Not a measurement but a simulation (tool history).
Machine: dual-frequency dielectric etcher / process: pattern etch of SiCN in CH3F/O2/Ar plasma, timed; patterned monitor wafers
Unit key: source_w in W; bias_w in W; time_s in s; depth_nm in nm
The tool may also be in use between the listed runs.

run,hour,source_w,bias_w,time_s,depth_nm
1,0.0,460,92,47.5,20.267
2,4.6,490,94,47.5,20.887
3,10.6,490,94,47.5,20.948
4,11.6,490,106,47.5,21.877
5,12.7,490,100,47.5,21.333
6,21.0,520,101,47.5,22.094
7,29.9,540,102,47.5,22.757
8,34.9,550,102,47.5,22.884
9,38.6,560,102,47.5,22.941
10,40.3,570,102,47.5,22.971
11,48.5,580,102,47.5,23.440
12,53.1,590,102,47.5,23.736
13,56.5,600,102,47.5,23.755

Run 14 comes next. What will it give?
14,58.5,600,102,47.5,?

{"run 14": {"depth_nm": 23.829}}

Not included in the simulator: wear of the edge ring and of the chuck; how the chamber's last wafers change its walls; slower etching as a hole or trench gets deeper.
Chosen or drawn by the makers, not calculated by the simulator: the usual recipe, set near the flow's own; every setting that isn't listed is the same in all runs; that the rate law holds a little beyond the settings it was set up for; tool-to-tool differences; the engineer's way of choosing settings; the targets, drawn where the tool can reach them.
